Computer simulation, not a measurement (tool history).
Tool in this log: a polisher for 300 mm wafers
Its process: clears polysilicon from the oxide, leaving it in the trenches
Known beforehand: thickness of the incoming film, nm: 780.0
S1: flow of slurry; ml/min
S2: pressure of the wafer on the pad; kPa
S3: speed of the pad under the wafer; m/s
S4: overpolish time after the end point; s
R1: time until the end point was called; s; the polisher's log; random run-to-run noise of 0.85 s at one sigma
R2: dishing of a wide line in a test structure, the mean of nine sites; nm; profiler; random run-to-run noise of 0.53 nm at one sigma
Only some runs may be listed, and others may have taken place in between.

Run 1, hour 0.0: S1 270 ml/min, S2 22.8 kPa, S3 0.92 m/s, S4 25 s. Result: R1 59.471 s, R2 70.552 nm.
Run 2, hour 8.2: S1 310 ml/min, S2 22.8 kPa, S3 0.92 m/s, S4 25 s. Result: R1 58.265 s, R2 70.845 nm.
Run 3, hour 10.5: S1 290 ml/min, S2 21.4 kPa, S3 0.92 m/s, S4 23 s. Result: R1 62.790 s, R2 69.302 nm.
Run 4, hour 12.0: S1 290 ml/min, S2 26.9 kPa, S3 0.92 m/s, S4 23 s. Result: R1 49.939 s, R2 70.629 nm.
Run 5, hour 18.4: S1 330 ml/min, S2 26.9 kPa, S3 0.92 m/s, S4 23 s. Result: R1 48.766 s, R2 71.211 nm.
Run 6, hour 22.1: S1 305 ml/min, S2 24.8 kPa, S3 0.92 m/s, S4 21 s. Result: R1 53.525 s, R2 71.794 nm.
Run 7, hour 30.2: S1 285 ml/min, S2 22.8 kPa, S3 0.92 m/s, S4 25 s. Result: R1 57.657 s, R2 71.681 nm.
At hour 34.9: worn pad replaced by a new one.
Run 8, hour 34.9: S1 305 ml/min, S2 21.4 kPa, S3 0.90 m/s, S4 23 s. Result: R1 58.438 s, R2 71.754 nm.
Run 9, hour 42.3: S1 285 ml/min, S2 20.0 kPa, S3 0.90 m/s, S4 27 s. Result: R1 63.496 s, R2 70.603 nm.
Run 10, hour 43.9: S1 265 ml/min, S2 18.6 kPa, S3 0.90 m/s, S4 24 s. Result: R1 69.801 s, R2 69.031 nm.
Run 11, hour 46.9: S1 190 ml/min, S2 11.7 kPa, S3 0.98 m/s, S4 12 s. Result: R1 102.270 s, R2 50.667 nm.
Run 12, hour 48.0: S1 190 ml/min, S2 11.7 kPa, S3 0.98 m/s, S4 12 s. Result: R1 102.430 s, R2 50.760 nm.
Run 13, hour 49.0: S1 190 ml/min, S2 11.0 kPa, S3 0.98 m/s, S4 8 s. Result: R1 108.210 s, R2 38.803 nm.
Run 14, hour 50.1: S1 185 ml/min, S2 11.0 kPa, S3 0.98 m/s, S4 9 s. Result: R1 108.420 s, R2 41.776 nm.

Expected results for the next run?
Run 15, hour 56.4: S1 185 ml/min, S2 11.0 kPa, S3 0.98 m/s, S4 10 s. Result: R1 ?, R2 ?.

R1: 106.780 s
R2: 45.016 nm
